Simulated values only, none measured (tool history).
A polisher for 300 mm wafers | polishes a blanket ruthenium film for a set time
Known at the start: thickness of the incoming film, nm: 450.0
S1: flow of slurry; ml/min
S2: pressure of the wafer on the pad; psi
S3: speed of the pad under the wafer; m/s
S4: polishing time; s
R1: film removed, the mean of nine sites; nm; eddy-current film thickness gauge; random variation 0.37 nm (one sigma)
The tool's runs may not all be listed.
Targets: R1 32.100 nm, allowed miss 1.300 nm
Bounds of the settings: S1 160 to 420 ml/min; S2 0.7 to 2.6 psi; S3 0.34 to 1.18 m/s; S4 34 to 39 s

{"run": 1, "hour": 0.0, "S1": 270, "S2": 1.6, "S3": 0.76, "S4": 39, "R1": 21.284}
{"run": 2, "hour": 7.6, "S1": 270, "S2": 1.7, "S3": 0.76, "S4": 39, "R1": 22.655}
{"run": 3, "hour": 13.1, "S1": 270, "S2": 1.7, "S3": 0.76, "S4": 34, "R1": 19.931}
{"run": 4, "hour": 15.6, "S1": 270, "S2": 1.7, "S3": 0.7, "S4": 34, "R1": 18.333}
{"run": 5, "hour": 20.8, "S1": 270, "S2": 1.9, "S3": 0.7, "S4": 34, "R1": 20.437}
{"run": 6, "hour": 28.0, "S1": 270, "S2": 2.1, "S3": 0.7, "S4": 34, "R1": 22.303}
{"run": 7, "hour": 30.4, "S1": 270, "S2": 2.2, "S3": 0.72, "S4": 34, "R1": 24.192}
{"run": 8, "hour": 37.2, "S1": 270, "S2": 2.3, "S3": 0.74, "S4": 34, "R1": 26.044}
{"run": 9, "hour": 42.6, "S1": 270, "S2": 2.4, "S3": 0.76, "S4": 34, "R1": 27.882}
{"run": 10, "hour": 48.2, "S1": 270, "S2": 2.5, "S3": 0.78, "S4": 34, "R1": 29.972}
{"run": 11, "hour": 53.3, "S1": 270, "S2": 2.6, "S3": 0.78, "S4": 34, "R1": 30.756}

Which of these 4 next moves meets every target?
{"run": "A", "hour": 58.4, "S1": 245, "S2": 2.5, "S3": 0.78, "S4": 34, "R1": "?"}
{"run": "B", "hour": 58.4, "S1": 280, "S2": 2.2, "S3": 0.76, "S4": 39, "R1": "?"}
{"run": "C", "hour": 58.4, "S1": 415, "S2": 2.1, "S3": 0.9, "S4": 34, "R1": "?"}
{"run": "D", "hour": 58.4, "S1": 295, "S2": 2.6, "S3": 0.78, "S4": 35, "R1": "?"}

move=A R1=29.417
move=B R1=29.420
move=C R1=29.796
move=D R1=32.044
A: further off than the last run
B: further off than the last run
C: further off than the last run
D: meets every target
The right move is D.

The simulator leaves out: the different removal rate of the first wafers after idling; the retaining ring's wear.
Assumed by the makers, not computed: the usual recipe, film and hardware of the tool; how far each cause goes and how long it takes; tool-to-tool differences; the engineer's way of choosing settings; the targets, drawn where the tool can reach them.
